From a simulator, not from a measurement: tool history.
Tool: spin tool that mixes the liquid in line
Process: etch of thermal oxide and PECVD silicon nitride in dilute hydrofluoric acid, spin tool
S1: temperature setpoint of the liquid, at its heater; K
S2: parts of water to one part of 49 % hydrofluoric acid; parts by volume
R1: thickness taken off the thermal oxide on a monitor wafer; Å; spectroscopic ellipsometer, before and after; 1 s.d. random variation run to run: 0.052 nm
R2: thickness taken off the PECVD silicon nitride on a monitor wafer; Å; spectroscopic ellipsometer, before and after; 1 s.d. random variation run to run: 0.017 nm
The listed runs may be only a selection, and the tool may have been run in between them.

{"run": 1, "hour": 0.0, "S1": 296.15, "S2": 100, "time under the liquid (s)": 180, "R1": 91.844, "R2": 33.321}
{"run": 2, "hour": 7.8, "S1": 295.65, "S2": 105, "time under the liquid (s)": 180, "R1": 87.713, "R2": 30.517}
{"run": 3, "hour": 16.2, "S1": 295.65, "S2": 115, "time under the liquid (s)": 180, "R1": 77.782, "R2": 27.875}
{"run": 4, "hour": 22.7, "S1": 295.65, "S2": 115, "time under the liquid (s)": 220, "R1": 95.179, "R2": 34.025}
{"run": 5, "hour": 29.5, "S1": 298.65, "S2": 115, "time under the liquid (s)": 220, "R1": 108.29, "R2": 41.692}
{"run": 6, "hour": 35.8, "S1": 298.65, "S2": 85, "time under the liquid (s)": 220, "R1": 150.61, "R2": 55.663}

Forecast run 7:
{"hour": 42.6, "done": "hydrofluoric acid flow meter replaced"}
{"run": 7, "hour": 42.6, "S1": 297.65, "S2": 95, "time under the liquid (s)": 220, "R1": "?", "R2": "?"}

R1: 113.94 Å
R2: 42.097 Å
